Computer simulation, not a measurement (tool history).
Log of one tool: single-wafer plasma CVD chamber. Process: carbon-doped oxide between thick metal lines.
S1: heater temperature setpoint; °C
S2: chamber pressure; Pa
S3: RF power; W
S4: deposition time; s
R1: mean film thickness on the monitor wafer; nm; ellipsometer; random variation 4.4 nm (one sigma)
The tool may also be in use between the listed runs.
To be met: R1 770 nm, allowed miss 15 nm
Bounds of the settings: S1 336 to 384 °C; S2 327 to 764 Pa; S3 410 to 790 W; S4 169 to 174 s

{"run": 1, "hour": 0.0, "S1": 360, "S2": 545, "S3": 600, "S4": 169, "R1": 913.28}
{"run": 2, "hour": 4.4, "S1": 360, "S2": 613, "S3": 600, "S4": 169, "R1": 912.22}
{"run": 3, "hour": 11.1, "S1": 362, "S2": 611, "S3": 575, "S4": 169, "R1": 891.45}
{"run": 4, "hour": 17.6, "S1": 362, "S2": 611, "S3": 575, "S4": 174, "R1": 914.1}
{"run": 5, "hour": 26.0, "S1": 363, "S2": 608, "S3": 550, "S4": 174, "R1": 883.56}
{"run": 6, "hour": 33.4, "S1": 363, "S2": 608, "S3": 550, "S4": 169, "R1": 861.6}
{"run": 7, "hour": 35.2, "S1": 364, "S2": 603, "S3": 535, "S4": 169, "R1": 847.57}
{"run": 8, "hour": 37.1, "S1": 365, "S2": 600, "S3": 520, "S4": 169, "R1": 827.12}

4 next moves are on the table. One of them brings every result within its allowed miss. Which?
{"run": "A", "hour": 39.0, "S1": 357, "S2": 695, "S3": 445, "S4": 169, "R1": "?"}
{"run": "B", "hour": 39.0, "S1": 370, "S2": 547, "S3": 515, "S4": 172, "R1": "?"}
{"run": "C", "hour": 39.0, "S1": 350, "S2": 764, "S3": 500, "S4": 174, "R1": "?"}
{"run": "D", "hour": 39.0, "S1": 367, "S2": 748, "S3": 540, "S4": 174, "R1": "?"}

move=A R1=777.43
move=B R1=824.06
move=C R1=891.38
move=D R1=901.63
A: meets every target
B: nearer than the last run, and not there yet
C: further off than the last run
D: further off than the last run
Move A is the one to make.
